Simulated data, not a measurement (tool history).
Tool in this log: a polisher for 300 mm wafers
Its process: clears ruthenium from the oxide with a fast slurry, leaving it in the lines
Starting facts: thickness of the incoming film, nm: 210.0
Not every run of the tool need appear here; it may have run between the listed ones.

run    day  flow of slurry (ml/min)  pressure of the wafer on the pad (kPa)  speed of the pad under the wafer (cm/s)  abrasive content of the slurry  overpolish time after the end point (s)  time until the end point was called (s)  dishing of a wide line in a test structure (angstrom)
  1  0.000                      280                                    18.6                                       84                             1.0                                       10                                   64.423                                                 286.48
  2  0.271                      280                                    22.8                                       84                             1.0                                       10                                   52.469                                                 333.04
  3  0.329                      280                                    21.4                                       84                             1.0                                        9                                   55.799                                                 292.42
  4  0.662                      345                                    21.4                                       84                             1.0                                        9                                   54.067                                                 296.72
  5  0.775                      350                                    20.0                                       84                             1.0                                        8                                   57.977                                                 253.53
  6  0.904                      350                                    20.0                                       84                             1.0                                        4                                   57.519                                                 131.95
  7  1.146                      335                                    19.3                                       84                             1.0                                        5                                   60.378                                                 157.70
  8  1.442                      325                                    18.6                                       84                             1.0                                        5                                   61.182                                                 155.74
  9  1.492                      325                                    17.9                                       84                             1.0                                        5                                   65.158                                                 146.19

Run 10 comes next. What will it give?
 10  1.838                      320                                    17.2                                       84                             1.0                                        5                                        ?                                                      ?

Run 10 came out at time until the end point was called (s) 67.085, dishing of a wide line in a test structure (angstrom) 145.80.

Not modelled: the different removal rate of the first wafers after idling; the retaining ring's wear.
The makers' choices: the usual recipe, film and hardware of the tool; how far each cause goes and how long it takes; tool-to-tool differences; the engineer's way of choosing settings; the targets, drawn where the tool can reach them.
